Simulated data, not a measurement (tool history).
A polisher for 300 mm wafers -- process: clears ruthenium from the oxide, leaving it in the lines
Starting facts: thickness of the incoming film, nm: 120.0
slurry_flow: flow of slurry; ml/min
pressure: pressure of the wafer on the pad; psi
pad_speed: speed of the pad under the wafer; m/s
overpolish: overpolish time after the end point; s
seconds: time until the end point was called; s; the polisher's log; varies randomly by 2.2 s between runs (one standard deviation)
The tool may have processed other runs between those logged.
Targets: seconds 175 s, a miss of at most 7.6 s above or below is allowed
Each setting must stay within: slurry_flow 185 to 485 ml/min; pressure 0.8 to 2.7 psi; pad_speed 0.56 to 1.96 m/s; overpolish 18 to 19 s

{"run": 1, "hour": 0.0, "slurry_flow": 310, "pressure": 1.7, "pad_speed": 1.26, "overpolish": 18, "seconds": 111.36}
{"run": 2, "hour": 2.4, "slurry_flow": 270, "pressure": 1.7, "pad_speed": 1.26, "overpolish": 18, "seconds": 113.71}
{"run": 3, "hour": 10.6, "slurry_flow": 270, "pressure": 2.1, "pad_speed": 1.26, "overpolish": 18, "seconds": 92.21}
{"run": 4, "hour": 15.8, "slurry_flow": 270, "pressure": 2.5, "pad_speed": 1.26, "overpolish": 18, "seconds": 76.869}
{"run": 5, "hour": 21.4, "slurry_flow": 270, "pressure": 2.5, "pad_speed": 1.4, "overpolish": 18, "seconds": 69.601}
{"run": 6, "hour": 25.6, "slurry_flow": 270, "pressure": 2.1, "pad_speed": 1.34, "overpolish": 18, "seconds": 87.569}
{"run": 7, "hour": 27.5, "slurry_flow": 270, "pressure": 1.8, "pad_speed": 1.3, "overpolish": 18, "seconds": 105.51}
{"run": 8, "hour": 28.3, "slurry_flow": 265, "pressure": 1.5, "pad_speed": 1.28, "overpolish": 18, "seconds": 125.63}
{"hour": 32.7, "done": "head pressure recalibrated"}
{"run": 9, "hour": 32.7, "slurry_flow": 260, "pressure": 1.3, "pad_speed": 1.28, "overpolish": 18, "seconds": 157.57}
{"run": 10, "hour": 35.4, "slurry_flow": 245, "pressure": 1.3, "pad_speed": 1.28, "overpolish": 18, "seconds": 160.13}
{"run": 11, "hour": 38.9, "slurry_flow": 235, "pressure": 1.3, "pad_speed": 1.28, "overpolish": 18, "seconds": 159.75}
{"run": 12, "hour": 41.0, "slurry_flow": 225, "pressure": 1.3, "pad_speed": 1.28, "overpolish": 18, "seconds": 159.24}
{"run": 13, "hour": 47.1, "slurry_flow": 220, "pressure": 1.3, "pad_speed": 1.28, "overpolish": 18, "seconds": 161.04}
{"run": 14, "hour": 55.2, "slurry_flow": 215, "pressure": 1.3, "pad_speed": 1.28, "overpolish": 18, "seconds": 160.89}
{"run": 15, "hour": 57.2, "slurry_flow": 210, "pressure": 1.3, "pad_speed": 1.28, "overpolish": 18, "seconds": 160.49}
{"run": 16, "hour": 65.8, "slurry_flow": 205, "pressure": 1.3, "pad_speed": 1.28, "overpolish": 18, "seconds": 160.25}

Exactly one of the 5 candidate moves below puts every result within its allowed miss. Which one?
{"run": "A", "hour": 74.4, "slurry_flow": 255, "pressure": 1.4, "pad_speed": 1.26, "overpolish": 19, "seconds": "?"}
{"run": "B", "hour": 74.4, "slurry_flow": 200, "pressure": 1.6, "pad_speed": 0.96, "overpolish": 19, "seconds": "?"}
{"run": "C", "hour": 74.4, "slurry_flow": 205, "pressure": 1.3, "pad_speed": 1.38, "overpolish": 18, "seconds": "?"}
{"run": "D", "hour": 74.4, "slurry_flow": 270, "pressure": 1.4, "pad_speed": 1.38, "overpolish": 19, "seconds": "?"}
{"run": "E", "hour": 74.4, "slurry_flow": 195, "pressure": 1.4, "pad_speed": 1.38, "overpolish": 19, "seconds": "?"}

move=A seconds=148.66
move=B seconds=172.84
move=C seconds=148.4
move=D seconds=135.56
move=E seconds=138.69
A: the biggest miss grows against the last run
B: hits every target within its allowed miss
C: the biggest miss grows against the last run
D: the biggest miss grows against the last run
E: the biggest miss grows against the last run
So the answer is move B, the one that meets all the targets.
